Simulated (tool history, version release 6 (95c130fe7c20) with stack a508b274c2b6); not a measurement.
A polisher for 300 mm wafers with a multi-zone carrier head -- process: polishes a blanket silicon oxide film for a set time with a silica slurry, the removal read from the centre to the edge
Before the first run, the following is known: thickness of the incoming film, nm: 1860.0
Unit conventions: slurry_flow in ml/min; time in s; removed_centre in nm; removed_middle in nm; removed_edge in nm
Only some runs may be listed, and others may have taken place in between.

| run | hour | slurry_flow | centre_zone | middle_zone | edge_zone | slurry_solids | time | removed_centre | removed_middle | removed_edge |
|---|---|---|---|---|---|---|---|---|---|---|
| 1 | 0.0 | 225 | 1.00 | 1.00 | 1.00 | 1.00 | 42 | 74.767 | 76.057 | 77.750 |
| 2 | 2.0 | 205 | 1.00 | 1.00 | 1.00 | 1.00 | 42 | 73.309 | 73.525 | 77.209 |
| 3 | 4.5 | 170 | 1.00 | 1.00 | 1.00 | 1.00 | 42 | 70.403 | 71.954 | 76.088 |
| 4 | 10.3 | 170 | 1.00 | 1.00 | 1.04 | 1.00 | 42 | 72.029 | 72.421 | 77.268 |
| 5 | 13.1 | 170 | 0.96 | 1.00 | 1.04 | 1.00 | 42 | 67.760 | 73.303 | 77.451 |
| 6 | 18.1 | 170 | 0.96 | 1.03 | 1.04 | 1.00 | 42 | 67.635 | 75.233 | 77.036 |
| 7 | 24.2 | 235 | 1.06 | 0.93 | 1.14 | 1.25 | 48 | 98.136 | 87.352 | 101.370 |
|  | 31.0 | slurry nozzle cleaned |
| 8 | 31.0 | 235 | 1.09 | 0.91 | 1.15 | 1.30 | 49 | 110.140 | 96.123 | 111.900 |
| 9 | 38.3 | 240 | 1.11 | 0.88 | 1.15 | 1.30 | 49 | 113.390 | 91.169 | 112.420 |
| 10 | 46.6 | 240 | 1.13 | 0.88 | 1.15 | 1.35 | 49 | 114.130 | 92.690 | 113.320 |

Forecast run 11:
| 11 | 51.9 | 250 | 1.15 | 0.87 | 1.15 | 1.40 | 49 | ? | ? | ? |

removed_centre: 121.350 nm
removed_middle: 94.279 nm
removed_edge: 117.030 nm
